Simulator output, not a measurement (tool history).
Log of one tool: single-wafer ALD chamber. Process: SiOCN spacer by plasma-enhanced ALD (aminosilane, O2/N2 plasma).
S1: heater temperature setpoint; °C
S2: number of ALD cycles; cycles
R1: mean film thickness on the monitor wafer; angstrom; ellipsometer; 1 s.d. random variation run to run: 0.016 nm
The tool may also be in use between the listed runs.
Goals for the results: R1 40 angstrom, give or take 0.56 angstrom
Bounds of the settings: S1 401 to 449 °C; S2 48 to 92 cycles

Run 1, hour 0: S1 425 °C, S2 70 cycles. Result: R1 35.75 angstrom.
Run 2, hour 7.4: S1 415 °C, S2 70 cycles. Result: R1 36.947 angstrom.
Run 3, hour 16: S1 412 °C, S2 71 cycles. Result: R1 37.609 angstrom.
Run 4, hour 19: S1 412 °C, S2 63 cycles. Result: R1 33.497 angstrom.
Run 5, hour 23.4: S1 407 °C, S2 63 cycles. Result: R1 34.046 angstrom.
Run 6, hour 24.2: S1 406 °C, S2 66 cycles. Result: R1 35.663 angstrom.
Run 7, hour 25.8: S1 405 °C, S2 68 cycles. Result: R1 36.906 angstrom.
Run 8, hour 34.4: S1 404 °C, S2 69 cycles. Result: R1 37.29 angstrom.
Run 9, hour 39.8: S1 401 °C, S2 74 cycles. Result: R1 40.984 angstrom.
Run 10, hour 45.1: S1 401 °C, S2 74 cycles. Result: R1 40.464 angstrom.
Run 11, hour 50.1: S1 402 °C, S2 74 cycles. Result: R1 40.672 angstrom.

Pick the move, out of 4, that brings all results within their allowed miss; only one does.
Run A, hour 55.1: S1 403 °C, S2 73 cycles. Result: R1 ?.
Run B, hour 55.1: S1 416 °C, S2 80 cycles. Result: R1 ?.
Run C, hour 55.1: S1 403 °C, S2 75 cycles. Result: R1 ?.
Run D, hour 55.1: S1 402 °C, S2 71 cycles. Result: R1 ?.

move      R1
   A  39.962
   B  42.029
   C  41.057
   D  38.988
A: all results land within tolerance of their targets
B: misses by more than the last run did
C: misses by more than the last run did
D: carries the result that was furthest off beyond its target, to the other side
A is the move that brings every result within its allowed miss.
